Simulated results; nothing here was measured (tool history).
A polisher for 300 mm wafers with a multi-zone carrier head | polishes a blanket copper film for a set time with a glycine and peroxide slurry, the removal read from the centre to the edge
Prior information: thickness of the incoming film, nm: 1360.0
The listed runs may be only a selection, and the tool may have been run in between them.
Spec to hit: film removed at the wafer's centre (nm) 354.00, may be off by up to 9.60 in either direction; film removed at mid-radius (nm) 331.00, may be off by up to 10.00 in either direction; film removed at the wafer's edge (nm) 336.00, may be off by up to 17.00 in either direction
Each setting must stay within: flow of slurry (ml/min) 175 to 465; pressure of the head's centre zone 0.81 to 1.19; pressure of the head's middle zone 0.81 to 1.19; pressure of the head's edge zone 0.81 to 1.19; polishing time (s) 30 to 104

| run | hour | flow of slurry (ml/min) | pressure of the head's centre zone | pressure of the head's middle zone | pressure of the head's edge zone | polishing time (s) | film removed at the wafer's centre (nm) | film removed at mid-radius (nm) | film removed at the wafer's edge (nm) |
|---|---|---|---|---|---|---|---|---|---|
| 1 | 0.0 | 295 | 1.00 | 1.00 | 1.00 | 67 | 249.94 | 253.12 | 258.81 |
| 2 | 2.9 | 295 | 1.00 | 1.00 | 1.00 | 79 | 296.92 | 297.40 | 306.21 |
| 3 | 8.4 | 295 | 1.00 | 0.93 | 1.00 | 79 | 294.12 | 284.52 | 301.36 |
| 4 | 13.0 | 310 | 1.03 | 0.97 | 1.02 | 80 | 310.93 | 291.71 | 315.12 |
| 5 | 17.4 | 310 | 0.95 | 0.97 | 1.02 | 80 | 290.57 | 296.89 | 306.08 |
| 6 | 22.6 | 310 | 0.95 | 0.97 | 1.07 | 80 | 288.49 | 297.26 | 319.82 |
| 7 | 26.6 | 325 | 0.99 | 1.00 | 1.05 | 81 | 305.55 | 307.66 | 317.25 |
| 8 | 27.3 | 325 | 1.02 | 1.02 | 1.05 | 82 | 317.39 | 316.94 | 325.22 |
| 9 | 33.4 | 330 | 1.04 | 1.03 | 1.05 | 82 | 323.56 | 325.12 | 326.11 |
| 10 | 34.9 | 335 | 1.06 | 1.03 | 1.05 | 82 | 333.06 | 321.65 | 315.57 |
| 11 | 37.0 | 325 | 1.07 | 1.03 | 1.06 | 83 | 335.79 | 329.07 | 320.85 |
| 12 | 40.6 | 335 | 1.07 | 1.02 | 1.06 | 84 | 337.02 | 326.98 | 335.93 |

Which single option among these 5 for the next run brings every result within its allowed miss of target? Just one does.
| A | 44.2 | 295 | 0.98 | 0.99 | 1.06 | 89 | ? | ? | ? |
| B | 44.2 | 410 | 1.05 | 0.96 | 0.96 | 87 | ? | ? | ? |
| C | 44.2 | 320 | 1.10 | 1.09 | 1.05 | 85 | ? | ? | ? |
| D | 44.2 | 335 | 1.07 | 1.09 | 1.01 | 87 | ? | ? | ? |
| E | 44.2 | 350 | 1.07 | 1.06 | 1.05 | 82 | ? | ? | ? |

| move | film removed at the wafer's centre (nm) | film removed at mid-radius (nm) | film removed at the wafer's edge (nm) |
|---|---|---|---|
| A | 324.91 | 334.22 | 351.60 |
| B | 350.99 | 327.30 | 336.47 |
| C | 351.83 | 348.86 | 335.92 |
| D | 351.80 | 358.61 | 339.06 |
| E | 332.88 | 331.27 | 326.16 |
A: lands further from the targets than the last run did
B: hits every target within its allowed miss
C: the worst result of the last run now meets its target, but another is out of spec
D: the worst result of the last run now meets its target, but another is out of spec
E: lands further from the targets than the last run did
Move B is the one to make.
